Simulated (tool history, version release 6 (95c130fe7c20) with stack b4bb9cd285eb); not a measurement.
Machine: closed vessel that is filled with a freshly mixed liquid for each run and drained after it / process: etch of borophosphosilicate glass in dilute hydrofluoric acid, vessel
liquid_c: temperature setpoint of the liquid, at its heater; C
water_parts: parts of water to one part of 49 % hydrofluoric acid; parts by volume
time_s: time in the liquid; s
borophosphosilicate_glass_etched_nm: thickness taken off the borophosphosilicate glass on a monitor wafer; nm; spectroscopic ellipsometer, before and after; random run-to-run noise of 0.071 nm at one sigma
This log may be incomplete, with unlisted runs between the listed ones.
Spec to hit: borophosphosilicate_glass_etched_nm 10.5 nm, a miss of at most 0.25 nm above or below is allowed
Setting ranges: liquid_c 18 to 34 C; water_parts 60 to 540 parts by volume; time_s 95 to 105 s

| run | hour | liquid_c | water_parts | time_s | borophosphosilicate_glass_etched_nm |
|---|---|---|---|---|---|
| 1 | 0 | 26 | 300 | 95 | 17.295 |
| 2 | 8.1 | 25 | 305 | 95 | 16.192 |
| 3 | 12.1 | 25 | 260 | 95 | 20.126 |
| 4 | 19.2 | 24.5 | 270 | 95 | 18.572 |
| 5 | 20.3 | 24 | 280 | 95 | 17.346 |
| 6 | 29 | 20.5 | 280 | 95 | 15.425 |
| 7 | 32.1 | 20 | 285 | 95 | 15.144 |
| 8 | 38.2 | 20 | 295 | 95 | 14.265 |
|  | 42 | thermometer replaced |
| 9 | 42 | 18 | 360 | 95 | 9.5197 |
| 10 | 46.3 | 18.5 | 360 | 95 | 9.7085 |
| 11 | 49.1 | 19.5 | 360 | 95 | 10.032 |
| 12 | 53.2 | 20 | 360 | 95 | 10.232 |

Which of these 5 next moves meets every target?
| A | 57.3 | 18 | 375 | 105 | ? |
| B | 57.3 | 18.5 | 365 | 100 | ? |
| C | 57.3 | 20.5 | 370 | 95 | ? |
| D | 57.3 | 18 | 330 | 95 | ? |
| E | 57.3 | 19 | 365 | 100 | ? |

| move | borophosphosilicate_glass_etched_nm |
|---|---|
| A | 9.8761 |
| B | 9.9196 |
| C | 9.9383 |
| D | 10.536 |
| E | 10.099 |
A: its largest miss is bigger than the last run's
B: its largest miss is bigger than the last run's
C: its largest miss is bigger than the last run's
D: in spec on every target
E: its largest miss is bigger than the last run's
Correct choice: D, which meets every target
